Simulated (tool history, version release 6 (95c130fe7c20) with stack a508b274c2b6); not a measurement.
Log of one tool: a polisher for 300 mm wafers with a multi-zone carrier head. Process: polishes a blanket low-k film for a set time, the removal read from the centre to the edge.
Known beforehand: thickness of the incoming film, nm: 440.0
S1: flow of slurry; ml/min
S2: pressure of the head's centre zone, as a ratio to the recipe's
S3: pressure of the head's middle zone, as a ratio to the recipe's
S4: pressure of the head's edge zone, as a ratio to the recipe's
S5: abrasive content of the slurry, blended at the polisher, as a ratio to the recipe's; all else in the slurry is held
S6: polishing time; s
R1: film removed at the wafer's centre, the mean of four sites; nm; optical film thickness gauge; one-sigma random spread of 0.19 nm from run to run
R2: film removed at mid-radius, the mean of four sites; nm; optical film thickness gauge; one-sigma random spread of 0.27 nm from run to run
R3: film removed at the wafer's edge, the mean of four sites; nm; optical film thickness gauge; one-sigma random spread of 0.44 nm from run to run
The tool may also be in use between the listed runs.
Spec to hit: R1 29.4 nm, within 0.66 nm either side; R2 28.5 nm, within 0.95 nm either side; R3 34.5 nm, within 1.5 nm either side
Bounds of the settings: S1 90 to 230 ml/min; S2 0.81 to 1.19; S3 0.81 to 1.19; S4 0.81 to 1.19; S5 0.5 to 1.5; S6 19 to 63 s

Run 1, day 0: S1 150 ml/min, S2 1, S3 1, S4 1, S5 1, S6 41 s. Result: R1 25.999 nm, R2 25.134 nm, R3 26.284 nm.
Run 2, day 0.192: S1 150 ml/min, S2 1, S3 1, S4 1, S5 0.85, S6 41 s. Result: R1 24.157 nm, R2 23.348 nm, R3 24.898 nm.
Run 3, day 0.354: S1 155 ml/min, S2 0.99, S3 0.99, S4 1.04, S5 0.95, S6 41 s. Result: R1 25.281 nm, R2 24.534 nm, R3 26.516 nm.
Run 4, day 0.633: S1 160 ml/min, S2 0.98, S3 0.97, S4 1.07, S5 1, S6 41 s. Result: R1 25.717 nm, R2 25.135 nm, R3 27.861 nm.
Run 5, day 0.8: S1 160 ml/min, S2 0.98, S3 0.97, S4 1.07, S5 0.9, S6 41 s. Result: R1 24.697 nm, R2 24.033 nm, R3 26.076 nm.
Run 6, day 0.954: S1 160 ml/min, S2 0.98, S3 0.96, S4 1.09, S5 1, S6 41 s. Result: R1 26.14 nm, R2 24.257 nm, R3 27.132 nm.
Run 7, day 1.283: S1 165 ml/min, S2 0.95, S3 0.95, S4 1.11, S5 1.05, S6 41 s. Result: R1 26.01 nm, R2 25.787 nm, R3 28.83 nm.
Run 8, day 1.371: S1 170 ml/min, S2 0.94, S3 0.93, S4 1.13, S5 1.1, S6 41 s. Result: R1 26.331 nm, R2 25.835 nm, R3 29.704 nm.
Run 9, day 1.708: S1 175 ml/min, S2 0.94, S3 0.92, S4 1.14, S5 1.15, S6 41 s. Result: R1 27.193 nm, R2 26.232 nm, R3 30.312 nm.
Run 10, day 1.975: S1 175 ml/min, S2 0.93, S3 0.91, S4 1.15, S5 1.2, S6 41 s. Result: R1 27.106 nm, R2 25.712 nm, R3 30.923 nm.
Run 11, day 2: S1 180 ml/min, S2 0.93, S3 0.91, S4 1.16, S5 1.25, S6 41 s. Result: R1 27.995 nm, R2 26.445 nm, R3 30.99 nm.
Run 12, day 2.312: S1 180 ml/min, S2 0.92, S3 0.9, S4 1.17, S5 1.3, S6 41 s. Result: R1 27.625 nm, R2 26.958 nm, R3 32.295 nm.
Run 13, day 2.425: S1 185 ml/min, S2 0.92, S3 0.9, S4 1.17, S5 1.35, S6 41 s. Result: R1 28.487 nm, R2 26.907 nm, R3 32.514 nm.

Of the 4 settings listed for the next run, only one would bring every result within its allowed miss of target. Which one?
Run A, day 2.538: S1 210 ml/min, S2 0.83, S3 0.91, S4 1.18, S5 1.3, S6 44 s. Result: R1 ?, R2 ?, R3 ?.
Run B, day 2.538: S1 150 ml/min, S2 0.93, S3 0.91, S4 1.19, S5 1.5, S6 42 s. Result: R1 ?, R2 ?, R3 ?.
Run C, day 2.538: S1 210 ml/min, S2 0.89, S3 0.97, S4 1.15, S5 1.3, S6 41 s. Result: R1 ?, R2 ?, R3 ?.
Run D, day 2.538: S1 230 ml/min, S2 0.98, S3 0.98, S4 0.96, S5 1.3, S6 39 s. Result: R1 ?, R2 ?, R3 ?.

move      R1      R2      R3
   A  27.546  29.355  36.428
   B  29.118  27.855  35.233
   C  27.552  28.845  33.613
   D  29.285  28.012  30.415
A: the furthest-off result lands on target, but another misses its tolerance
B: hits every target within its allowed miss
C: the furthest-off result lands on target, but another misses its tolerance
D: the furthest-off result lands on target, but another misses its tolerance
Correct choice: B, which meets every target
